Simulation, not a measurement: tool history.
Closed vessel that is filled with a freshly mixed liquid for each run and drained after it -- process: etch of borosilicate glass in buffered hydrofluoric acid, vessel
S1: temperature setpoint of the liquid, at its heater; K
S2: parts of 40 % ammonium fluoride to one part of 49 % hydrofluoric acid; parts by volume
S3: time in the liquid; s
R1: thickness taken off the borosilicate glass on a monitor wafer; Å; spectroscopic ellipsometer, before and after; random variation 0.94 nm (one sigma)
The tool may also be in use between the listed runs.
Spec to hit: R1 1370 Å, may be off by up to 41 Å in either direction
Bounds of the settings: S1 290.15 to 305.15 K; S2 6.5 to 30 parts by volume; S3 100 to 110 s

run 1 day=0 | S1=297.15 S2=18.5 S3=100 | R1=625.85
run 2 day=0.325 | S1=297.15 S2=18.5 S3=110 | R1=702.76
run 3 day=0.638 | S1=297.15 S2=18.5 S3=110 | R1=687.96
run 4 day=0.754 | S1=298.15 S2=18 S3=110 | R1=759.2
run 5 day=0.862 | S1=298.65 S2=17.5 S3=110 | R1=798.16
run 6 day=1.167 | S1=298.65 S2=17.5 S3=110 | R1=796.91
run 7 day=1.204 | S1=299.15 S2=17 S3=110 | R1=835.72
run 8 day=1.562 | S1=299.65 S2=16.5 S3=110 | R1=884.31
run 9 day=1.6 | S1=300.15 S2=16 S3=110 | R1=937.82
run 10 day=1.825 | S1=300.65 S2=16 S3=110 | R1=974.34
run 11 day=2.096 | S1=301.15 S2=16 S3=110 | R1=994.36
run 12 day=2.35 | S1=301.65 S2=16 S3=110 | R1=1025.5
run 13 day=2.425 | S1=302.15 S2=16 S3=110 | R1=1059.1
run 14 day=2.621 | S1=302.65 S2=16 S3=110 | R1=1081.6
run 15 day=2.688 | S1=305.15 S2=13.5 S3=110 | R1=1455.1

5 next moves are on the table. One of them brings every result within its allowed miss. Which?
run A day=2.754 | S1=301.15 S2=9.5 S3=100 | R1=?
run B day=2.754 | S1=304.65 S2=12.5 S3=100 | R1=?
run C day=2.754 | S1=304.65 S2=12.5 S3=105 | R1=?
run D day=2.754 | S1=303.15 S2=11 S3=110 | R1=?
run E day=2.754 | S1=304.65 S2=13.5 S3=100 | R1=?

move=A R1=1485.1
move=B R1=1382.9
move=C R1=1452
move=D R1=1596.8
move=E R1=1282
A: the biggest miss grows against the last run
B: every result within its allowed miss
C: as far off as the last run
D: the biggest miss grows against the last run
E: takes the result that was furthest off past its target
B is the move that brings every result within its allowed miss.
